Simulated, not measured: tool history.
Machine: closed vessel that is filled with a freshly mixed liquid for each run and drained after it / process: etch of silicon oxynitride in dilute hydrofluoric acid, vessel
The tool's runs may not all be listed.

run	hour	temperature setpoint of the liquid (C)	parts of water to one part of 49 % hydrofluoric acid (parts by volume)	time in the liquid (s)	thickness taken off the silicon oxynitride on a monitor wafer (angstrom)
1	0.0	24.0	50	1985	755.39
2	6.1	23.0	50	1985	728.47
3	7.7	23.0	50	2120	777.01
4	9.0	21.0	50	2120	701.02
5	17.3	21.0	50	2120	701.29
6	19.6	20.5	50	2120	689.30
7	24.7	20.0	50	2120	669.94
8	26.9	19.5	50	2120	650.69
9	29.7	19.0	50	2120	641.56

Run 10 has not been measured yet. What should we expect?
10	37.3	18.0	55	2120	?

Run 10 yielded thickness taken off the silicon oxynitride on a monitor wafer (angstrom) 551.13.
